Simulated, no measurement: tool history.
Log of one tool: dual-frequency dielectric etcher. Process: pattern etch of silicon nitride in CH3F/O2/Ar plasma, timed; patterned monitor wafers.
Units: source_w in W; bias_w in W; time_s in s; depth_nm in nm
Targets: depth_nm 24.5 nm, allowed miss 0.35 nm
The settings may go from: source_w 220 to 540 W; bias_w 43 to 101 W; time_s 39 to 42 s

run	hour	source_w	bias_w	time_s	depth_nm
1	0	380	72	42	31.273
2	1.5	410	72	42	32.09
3	4.3	370	67	42	29.982
4	11.1	370	67	42	29.887
5	13.8	370	67	39	27.74
6	21.5	350	67	39	27.265
7	25.6	330	67	39	26.615
8	28.1	320	67	39	26.336
9	28.8	310	67	39	26.177
10	29.6	300	67	39	25.329
11	31.8	290	67	39	25.371
12	32.6	280	67	39	25.026

5 next moves are on the table. One of them brings every result within its allowed miss. Which?
A	33.4	280	56	41	?
B	33.4	260	66	41	?
C	33.4	290	67	39	?
D	33.4	270	72	39.5	?
E	33.4	250	71	41	?

move	depth_nm
A	24.488
B	25.225
C	25.175
D	25.46
E	25.518
A: meets every target
B: further off than the last run
C: further off than the last run
D: further off than the last run
E: further off than the last run
Answer: A
